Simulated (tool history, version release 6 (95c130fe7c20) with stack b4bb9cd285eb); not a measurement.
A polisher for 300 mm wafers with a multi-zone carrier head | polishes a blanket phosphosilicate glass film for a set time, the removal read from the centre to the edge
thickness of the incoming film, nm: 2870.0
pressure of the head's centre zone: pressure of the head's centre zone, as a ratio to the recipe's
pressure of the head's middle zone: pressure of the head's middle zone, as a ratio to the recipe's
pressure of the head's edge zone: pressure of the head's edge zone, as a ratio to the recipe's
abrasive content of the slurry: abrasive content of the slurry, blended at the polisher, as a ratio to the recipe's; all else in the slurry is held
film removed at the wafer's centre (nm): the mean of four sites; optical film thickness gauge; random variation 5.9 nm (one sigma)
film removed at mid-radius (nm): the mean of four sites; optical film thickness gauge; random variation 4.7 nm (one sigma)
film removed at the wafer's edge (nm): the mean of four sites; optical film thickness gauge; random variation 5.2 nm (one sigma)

run	day	flow of slurry (ml/min)	pressure of the head's centre zone	pressure of the head's middle zone	pressure of the head's edge zone	abrasive content of the slurry	polishing time (s)	film removed at the wafer's centre (nm)	film removed at mid-radius (nm)	film removed at the wafer's edge (nm)
1	0.000	160	1.00	1.00	1.00	1.00	81	330.86	326.25	332.14
2	0.333	160	1.00	1.00	1.04	1.00	81	331.52	328.34	338.37
3	0.571	160	1.00	1.07	1.04	1.00	81	334.54	350.40	343.38
4	0.650	170	1.03	1.09	1.07	1.05	81	360.60	367.39	367.06
5	0.796	170	1.03	1.09	1.07	0.95	81	338.56	339.93	345.24
6	1.142	170	0.99	1.09	1.07	0.95	81	324.85	345.18	343.06

Run 7 comes next. What will it give?
7	1.483	180	1.02	1.12	1.07	1.00	81	?	?	?

film removed at the wafer's centre (nm): 344.61
film removed at mid-radius (nm): 371.95
film removed at the wafer's edge (nm): 357.00
